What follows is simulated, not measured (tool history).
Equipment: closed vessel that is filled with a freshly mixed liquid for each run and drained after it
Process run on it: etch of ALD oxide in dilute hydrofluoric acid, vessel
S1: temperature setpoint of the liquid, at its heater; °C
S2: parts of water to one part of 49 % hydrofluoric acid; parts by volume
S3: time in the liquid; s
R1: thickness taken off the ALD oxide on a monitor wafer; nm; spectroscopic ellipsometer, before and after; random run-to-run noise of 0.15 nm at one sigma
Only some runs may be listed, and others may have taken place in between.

run,day,S1,S2,S3,R1
1,0.000,21.0,90,100,32.099
2,0.304,19.5,95,100,28.676
3,0.542,18.5,100,100,25.923
4,0.862,18.0,105,100,23.995
# day 1.000: thermometer replaced
5,1.000,20.5,105,100,27.982
6,1.125,20.5,105,110,30.504

Predict the results of run 7:
7,1.262,19.5,110,110,?

R1: 27.845 nm

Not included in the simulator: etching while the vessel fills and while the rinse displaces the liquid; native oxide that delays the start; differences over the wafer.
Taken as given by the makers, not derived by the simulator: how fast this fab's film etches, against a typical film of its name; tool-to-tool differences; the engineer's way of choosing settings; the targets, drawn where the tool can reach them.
